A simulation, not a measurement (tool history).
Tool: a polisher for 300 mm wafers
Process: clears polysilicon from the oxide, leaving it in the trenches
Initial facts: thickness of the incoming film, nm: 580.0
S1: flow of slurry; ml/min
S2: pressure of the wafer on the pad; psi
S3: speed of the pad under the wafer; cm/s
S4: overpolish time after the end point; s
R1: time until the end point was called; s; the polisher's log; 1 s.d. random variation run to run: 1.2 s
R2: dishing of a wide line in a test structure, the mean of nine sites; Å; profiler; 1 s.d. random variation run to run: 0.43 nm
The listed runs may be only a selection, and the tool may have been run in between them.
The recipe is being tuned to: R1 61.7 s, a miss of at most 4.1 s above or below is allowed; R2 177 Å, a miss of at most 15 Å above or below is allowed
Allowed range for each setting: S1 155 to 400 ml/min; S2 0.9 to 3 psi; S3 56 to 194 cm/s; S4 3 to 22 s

run 1 day=0 | S1=255 S2=1.9 S3=124 S4=11 | R1=56.237 R2=286.38
run 2 day=0.142 | S1=255 S2=1.9 S3=124 S4=9 | R1=53.437 R2=280.6
run 3 day=0.392 | S1=255 S2=1.9 S3=150 S4=9 | R1=45.134 R2=292.46
run 4 day=0.654 | S1=255 S2=1.6 S3=150 S4=9 | R1=52.853 R2=288.09
run 5 day=0.796 | S1=255 S2=1.6 S3=140 S4=9 | R1=55.828 R2=282.61
run 6 day=1.142 | S1=255 S2=1.6 S3=126 S4=9 | R1=61.099 R2=280.78
run 7 day=1.312 | S1=245 S2=1.8 S3=112 S4=8 | R1=62.309 R2=271.93
run 8 day=1.371 | S1=230 S2=2 S3=102 S4=7 | R1=62.796 R2=258.52
run 9 day=1.425 | S1=215 S2=2.2 S3=94 S4=6 | R1=64.845 R2=247.32
run 10 day=1.571 | S1=205 S2=2.4 S3=88 S4=5 | R1=64.171 R2=240.9
run 11 day=1.696 | S1=195 S2=2.5 S3=84 S4=5 | R1=65.365 R2=225.5
run 12 day=1.75 | S1=185 S2=2.6 S3=82 S4=5 | R1=62.742 R2=224.08
run 13 day=1.988 | S1=180 S2=2.7 S3=80 S4=5 | R1=63.044 R2=235.02
run 14 day=2.267 | S1=175 S2=2.8 S3=78 S4=5 | R1=61.75 R2=225.41
run 15 day=2.375 | S1=170 S2=2.8 S3=76 S4=5 | R1=63.743 R2=226.46
run 16 day=2.675 | S1=165 S2=2.8 S3=74 S4=5 | R1=68.15 R2=227.83
run 17 day=2.696 | S1=180 S2=2.8 S3=70 S4=5 | R1=70.664 R2=221.89
run 18 day=2.933 | S1=175 S2=2.8 S3=70 S4=5 | R1=69.893 R2=223.9
run 19 day=3.175 | S1=170 S2=2.8 S3=70 S4=5 | R1=71.677 R2=213.17
run 20 day=3.262 | S1=165 S2=2.8 S3=70 S4=5 | R1=69.926 R2=214.28

Exercise: of the 4 proposed moves below, exactly one satisfies all targets within the stated allowed misses. Which move is it?
run A day=3.35 | S1=165 S2=2.9 S3=84 S4=5 | R1=? R2=?
run B day=3.35 | S1=210 S2=2.4 S3=74 S4=9 | R1=? R2=?
run C day=3.35 | S1=155 S2=3 S3=78 S4=3 | R1=? R2=?
run D day=3.35 | S1=265 S2=2.7 S3=74 S4=6 | R1=? R2=?

move=A R1=58.014 R2=231.16
move=B R1=75.647 R2=257.75
move=C R1=60.745 R2=173.92
move=D R1=67.261 R2=234.34
A: its largest miss is bigger than the last run's
B: its largest miss is bigger than the last run's
C: all results in spec
D: its largest miss is bigger than the last run's
Go with C: it meets all targets.

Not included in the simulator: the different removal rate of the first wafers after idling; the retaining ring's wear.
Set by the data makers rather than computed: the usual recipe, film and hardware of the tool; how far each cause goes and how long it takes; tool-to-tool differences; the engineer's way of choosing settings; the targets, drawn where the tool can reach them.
